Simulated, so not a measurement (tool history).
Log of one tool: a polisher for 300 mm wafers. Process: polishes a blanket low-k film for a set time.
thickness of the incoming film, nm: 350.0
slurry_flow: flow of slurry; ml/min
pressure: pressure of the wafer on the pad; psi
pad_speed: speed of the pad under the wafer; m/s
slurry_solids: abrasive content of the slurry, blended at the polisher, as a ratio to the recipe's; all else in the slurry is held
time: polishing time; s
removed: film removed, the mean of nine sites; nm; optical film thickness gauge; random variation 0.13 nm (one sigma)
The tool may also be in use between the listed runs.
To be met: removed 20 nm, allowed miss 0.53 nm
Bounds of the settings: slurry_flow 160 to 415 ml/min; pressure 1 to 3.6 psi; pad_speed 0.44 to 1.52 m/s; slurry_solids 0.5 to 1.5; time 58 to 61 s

run 1 hour=0 | slurry_flow=265 pressure=2.3 pad_speed=0.98 slurry_solids=1 time=58 | removed=26.649
run 2 hour=7.9 | slurry_flow=260 pressure=2.1 pad_speed=0.98 slurry_solids=1 time=58 | removed=24.289
run 3 hour=16.2 | slurry_flow=260 pressure=2.1 pad_speed=0.98 slurry_solids=0.85 time=58 | removed=22.049
run 4 hour=20.6 | slurry_flow=255 pressure=2 pad_speed=0.98 slurry_solids=0.85 time=58 | removed=20.882
run 5 hour=23.7 | slurry_flow=250 pressure=2 pad_speed=0.98 slurry_solids=0.85 time=58 | removed=20.972
run 6 hour=28 | slurry_flow=250 pressure=1.5 pad_speed=0.98 slurry_solids=0.85 time=58 | removed=15.97
run 7 hour=32 | slurry_flow=255 pressure=1.6 pad_speed=0.98 slurry_solids=0.85 time=58 | removed=16.958
run 8 hour=37.7 | slurry_flow=260 pressure=1.7 pad_speed=0.98 slurry_solids=0.85 time=58 | removed=17.78
run 9 hour=43.9 | slurry_flow=260 pressure=1.7 pad_speed=0.98 slurry_solids=0.85 time=58 | removed=17.801
run 10 hour=48.1 | slurry_flow=260 pressure=1.8 pad_speed=0.98 slurry_solids=0.85 time=58 | removed=19.104
run 11 hour=51.7 | slurry_flow=270 pressure=1.8 pad_speed=0.98 slurry_solids=0.85 time=58 | removed=19.07
run 12 hour=54.9 | slurry_flow=280 pressure=1.8 pad_speed=0.98 slurry_solids=0.85 time=58 | removed=18.891

4 next moves are on the table. One of them brings every result within its allowed miss. Which?
run A hour=58.1 | slurry_flow=255 pressure=1.7 pad_speed=0.94 slurry_solids=0.95 time=58 | removed=?
run B hour=58.1 | slurry_flow=310 pressure=2.6 pad_speed=0.62 slurry_solids=0.75 time=61 | removed=?
run C hour=58.1 | slurry_flow=390 pressure=1.9 pad_speed=0.92 slurry_solids=0.8 time=61 | removed=?
run D hour=58.1 | slurry_flow=345 pressure=1.7 pad_speed=0.94 slurry_solids=0.85 time=58 | removed=?

move=A removed=18.447
move=B removed=18.213
move=C removed=19.631
move=D removed=17.636
A: further off than the last run
B: further off than the last run
C: meets every target
D: further off than the last run
The right move is C.

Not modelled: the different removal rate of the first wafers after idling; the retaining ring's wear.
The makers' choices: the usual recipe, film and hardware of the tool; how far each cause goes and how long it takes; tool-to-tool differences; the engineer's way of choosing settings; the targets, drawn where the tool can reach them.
